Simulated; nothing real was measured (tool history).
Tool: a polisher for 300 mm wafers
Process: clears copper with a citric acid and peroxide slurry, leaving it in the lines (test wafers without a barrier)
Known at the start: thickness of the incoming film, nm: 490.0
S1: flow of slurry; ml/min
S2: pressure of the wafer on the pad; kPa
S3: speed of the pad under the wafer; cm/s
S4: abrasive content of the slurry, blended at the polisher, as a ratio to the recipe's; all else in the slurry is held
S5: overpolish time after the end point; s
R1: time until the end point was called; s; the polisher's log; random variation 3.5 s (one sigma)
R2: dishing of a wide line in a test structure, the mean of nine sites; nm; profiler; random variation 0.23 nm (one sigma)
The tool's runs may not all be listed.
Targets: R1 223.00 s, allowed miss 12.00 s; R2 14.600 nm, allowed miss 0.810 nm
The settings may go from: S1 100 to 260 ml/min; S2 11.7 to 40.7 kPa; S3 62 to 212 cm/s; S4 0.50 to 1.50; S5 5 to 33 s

run,hour,S1,S2,S3,S4,S5,R1,R2
1,0.0,165,26.2,136,1.00,17,131.47,48.647
2,2.5,165,26.2,136,0.90,17,130.79,48.870
3,6.3,180,26.2,136,0.90,17,131.93,46.781
4,13.2,180,29.6,136,0.90,17,117.96,53.153
5,16.8,180,23.4,136,0.90,17,141.13,43.359
6,24.2,180,23.4,136,0.90,20,146.70,48.822
7,25.6,185,22.8,128,0.90,18,157.48,41.870
8,28.2,195,22.1,124,0.85,16,165.87,36.542
9,30.9,205,20.7,124,0.80,14,180.28,29.117
10,38.6,200,18.6,118,0.55,6,219.22,11.254
11,45.9,200,18.6,118,0.60,6,221.27,11.392
12,53.3,200,18.6,118,0.65,12,215.57,21.224

4 next moves are on the table. One of them brings every result within its allowed miss. Which?
A,60.7,185,18.6,112,0.80,7,?,?
B,60.7,175,20.7,112,0.70,8,?,?
C,60.7,200,18.6,102,0.60,10,?,?
D,60.7,190,17.2,122,0.70,8,?,?

move,R1,R2
A,221.08,12.978
B,204.47,15.916
C,247.91,16.356
D,222.14,14.660
A: takes the result that was furthest off past its target
B: nearer than the last run, and not there yet
C: nearer than the last run, and not there yet
D: meets every target
The right move is D.

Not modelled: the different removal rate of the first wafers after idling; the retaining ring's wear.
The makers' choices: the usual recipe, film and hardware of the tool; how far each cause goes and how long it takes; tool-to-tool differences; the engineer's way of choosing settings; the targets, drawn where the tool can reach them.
